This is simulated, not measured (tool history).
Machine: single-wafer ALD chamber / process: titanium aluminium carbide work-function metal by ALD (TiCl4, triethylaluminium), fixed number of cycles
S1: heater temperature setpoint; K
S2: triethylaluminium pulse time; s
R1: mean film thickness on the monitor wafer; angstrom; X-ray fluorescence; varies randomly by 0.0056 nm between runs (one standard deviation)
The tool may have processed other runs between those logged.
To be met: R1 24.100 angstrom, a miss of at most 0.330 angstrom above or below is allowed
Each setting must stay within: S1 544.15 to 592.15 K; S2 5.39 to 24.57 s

{"run": 1, "hour": 0.0, "S1": 568.15, "S2": 14.98, "R1": 21.998}
{"run": 2, "hour": 8.9, "S1": 568.15, "S2": 17.04, "R1": 22.138}
{"run": 3, "hour": 9.6, "S1": 568.15, "S2": 18.82, "R1": 22.103}
{"run": 4, "hour": 14.5, "S1": 572.15, "S2": 18.97, "R1": 22.561}
{"run": 5, "hour": 20.7, "S1": 575.15, "S2": 19.14, "R1": 22.815}
{"run": 6, "hour": 25.9, "S1": 579.15, "S2": 19.14, "R1": 23.233}
{"run": 7, "hour": 31.2, "S1": 581.15, "S2": 19.25, "R1": 23.647}
{"run": 8, "hour": 34.8, "S1": 582.15, "S2": 19.27, "R1": 23.705}

Of the 4 settings listed for the next run, only one would bring every result within its allowed miss of target. Which one?
{"run": "A", "hour": 38.4, "S1": 592.15, "S2": 21.35, "R1": "?"}
{"run": "B", "hour": 38.4, "S1": 592.15, "S2": 18.87, "R1": "?"}
{"run": "C", "hour": 38.4, "S1": 585.15, "S2": 21.27, "R1": "?"}
{"run": "D", "hour": 38.4, "S1": 578.15, "S2": 19.86, "R1": "?"}

move=A R1=24.824
move=B R1=24.803
move=C R1=24.028
move=D R1=23.229
A: takes the result that was furthest off past its target
B: takes the result that was furthest off past its target
C: each result inside its tolerance
D: the biggest miss grows against the last run
Move C is the one to make.
